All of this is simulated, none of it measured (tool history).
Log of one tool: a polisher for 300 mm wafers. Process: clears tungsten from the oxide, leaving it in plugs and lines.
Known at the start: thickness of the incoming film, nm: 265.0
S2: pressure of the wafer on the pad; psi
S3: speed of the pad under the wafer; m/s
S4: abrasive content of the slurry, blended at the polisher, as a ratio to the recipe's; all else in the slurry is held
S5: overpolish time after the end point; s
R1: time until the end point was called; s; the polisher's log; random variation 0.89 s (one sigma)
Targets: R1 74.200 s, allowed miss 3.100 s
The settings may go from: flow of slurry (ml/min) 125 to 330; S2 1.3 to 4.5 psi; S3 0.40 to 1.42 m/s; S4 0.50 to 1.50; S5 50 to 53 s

{"run": 1, "hour": 0.0, "flow of slurry (ml/min)": 210, "S2": 2.9, "S3": 0.9, "S4": 1.0, "S5": 50, "R1": 94.569}
{"run": 2, "hour": 5.4, "flow of slurry (ml/min)": 210, "S2": 3.1, "S3": 0.9, "S4": 1.0, "S5": 50, "R1": 89.069}
{"run": 3, "hour": 6.5, "flow of slurry (ml/min)": 210, "S2": 3.3, "S3": 0.9, "S4": 1.0, "S5": 50, "R1": 85.737}
{"run": 4, "hour": 9.7, "flow of slurry (ml/min)": 210, "S2": 3.5, "S3": 0.9, "S4": 1.0, "S5": 50, "R1": 82.033}
{"run": 5, "hour": 15.9, "flow of slurry (ml/min)": 210, "S2": 2.9, "S3": 0.9, "S4": 1.0, "S5": 50, "R1": 96.412}
{"run": 6, "hour": 20.4, "flow of slurry (ml/min)": 210, "S2": 3.2, "S3": 0.9, "S4": 1.0, "S5": 50, "R1": 87.216}
{"run": 7, "hour": 28.8, "flow of slurry (ml/min)": 210, "S2": 3.2, "S3": 0.9, "S4": 1.0, "S5": 50, "R1": 88.883}
{"run": 8, "hour": 37.0, "flow of slurry (ml/min)": 210, "S2": 3.4, "S3": 0.9, "S4": 1.0, "S5": 50, "R1": 83.29}
{"run": 9, "hour": 41.5, "flow of slurry (ml/min)": 210, "S2": 3.5, "S3": 0.9, "S4": 1.0, "S5": 50, "R1": 80.46}
{"run": 10, "hour": 42.9, "flow of slurry (ml/min)": 210, "S2": 3.6, "S3": 0.9, "S4": 1.0, "S5": 50, "R1": 78.365}

Which of these 5 next moves meets every target?
{"run": "A", "hour": 44.3, "flow of slurry (ml/min)": 235, "S2": 3.3, "S3": 0.94, "S4": 1.0, "S5": 53, "R1": "?"}
{"run": "B", "hour": 44.3, "flow of slurry (ml/min)": 250, "S2": 3.7, "S3": 0.8, "S4": 1.0, "S5": 51, "R1": "?"}
{"run": "C", "hour": 44.3, "flow of slurry (ml/min)": 280, "S2": 3.1, "S3": 1.0, "S4": 0.95, "S5": 53, "R1": "?"}
{"run": "D", "hour": 44.3, "flow of slurry (ml/min)": 215, "S2": 3.5, "S3": 0.9, "S4": 0.95, "S5": 50, "R1": "?"}
{"run": "E", "hour": 44.3, "flow of slurry (ml/min)": 140, "S2": 3.1, "S3": 1.18, "S4": 1.2, "S5": 53, "R1": "?"}

move=A R1=81.286
move=B R1=80.878
move=C R1=82.500
move=D R1=80.891
move=E R1=73.413
A: further off than the last run
B: further off than the last run
C: further off than the last run
D: further off than the last run
E: meets every target
The right move is E.

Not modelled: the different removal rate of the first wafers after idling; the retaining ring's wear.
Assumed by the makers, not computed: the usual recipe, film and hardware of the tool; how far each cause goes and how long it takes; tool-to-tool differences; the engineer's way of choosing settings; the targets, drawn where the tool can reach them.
